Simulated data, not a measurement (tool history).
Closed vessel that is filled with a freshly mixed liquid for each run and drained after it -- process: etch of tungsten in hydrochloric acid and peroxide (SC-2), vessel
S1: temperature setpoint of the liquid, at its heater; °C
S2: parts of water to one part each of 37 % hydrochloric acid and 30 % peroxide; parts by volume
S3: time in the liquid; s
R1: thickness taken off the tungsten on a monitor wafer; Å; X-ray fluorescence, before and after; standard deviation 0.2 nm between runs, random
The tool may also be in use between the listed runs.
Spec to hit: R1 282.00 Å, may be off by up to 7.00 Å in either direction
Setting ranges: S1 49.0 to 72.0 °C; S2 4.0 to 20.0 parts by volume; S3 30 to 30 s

| run | hour | S1 | S2 | S3 | R1 |
|---|---|---|---|---|---|
| 1 | 0.0 | 65.0 | 11.0 | 30 | 177.96 |
| 2 | 1.4 | 65.0 | 11.0 | 30 | 178.90 |
| 3 | 6.2 | 65.0 | 11.0 | 30 | 178.87 |
| 4 | 8.8 | 65.0 | 11.0 | 30 | 177.27 |
| 5 | 16.2 | 65.0 | 13.0 | 30 | 153.80 |
| 6 | 23.6 | 65.0 | 10.0 | 30 | 195.14 |
| 7 | 26.9 | 66.0 | 10.0 | 30 | 207.45 |
| 8 | 28.3 | 67.0 | 10.0 | 30 | 219.47 |
| 9 | 32.1 | 72.0 | 10.0 | 30 | 293.28 |

4 next moves are on the table. One of them brings every result within its allowed miss. Which?
| A | 35.9 | 70.5 | 8.5 | 30 | ? |
| B | 35.9 | 72.0 | 10.5 | 30 | ? |
| C | 35.9 | 66.0 | 6.0 | 30 | ? |
| D | 35.9 | 72.0 | 9.5 | 30 | ? |

| move | R1 |
|---|---|
| A | 305.81 |
| B | 280.53 |
| C | 306.76 |
| D | 304.92 |
A: lands further from the targets than the last run did
B: every result within its allowed miss
C: lands further from the targets than the last run did
D: lands further from the targets than the last run did
B meets every target.
